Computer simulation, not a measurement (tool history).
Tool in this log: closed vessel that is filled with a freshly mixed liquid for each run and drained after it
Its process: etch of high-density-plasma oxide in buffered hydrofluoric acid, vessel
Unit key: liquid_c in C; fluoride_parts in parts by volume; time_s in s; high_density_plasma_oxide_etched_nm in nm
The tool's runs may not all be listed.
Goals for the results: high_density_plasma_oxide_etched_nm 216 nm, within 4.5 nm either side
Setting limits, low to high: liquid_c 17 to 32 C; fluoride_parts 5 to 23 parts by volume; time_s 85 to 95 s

run,hour,liquid_c,fluoride_parts,time_s,high_density_plasma_oxide_etched_nm
1,0,24,14,85,115.36
2,6.4,26,14,85,129.14
3,10.2,26.5,13.5,85,136.9
4,18.7,27,13,85,146.68
5,21.8,27.5,13,85,149.69
6,27.6,28,13,85,154.2
7,28.1,28.5,13,85,158.57
# hour 30: thermometer replaced
8,30,29,13,85,186.05
9,35.8,30,13,85,195.23
10,40,30,13,85,195.9

Of the 4 settings listed for the next run, only one would bring every result within its allowed miss of target. Which one?
A,44.2,30.5,13.5,95,?
B,44.2,31.5,14.5,85,?
C,44.2,28.5,14,95,?
D,44.2,30,12.5,95,?

move,high_density_plasma_oxide_etched_nm
A,216.65
B,190.45
C,188.16
D,227.53
A: meets every target
B: misses by more than the last run did
C: misses by more than the last run did
D: moves the result that the last run missed by most past its target, out the other side
Go with A: it meets all targets.
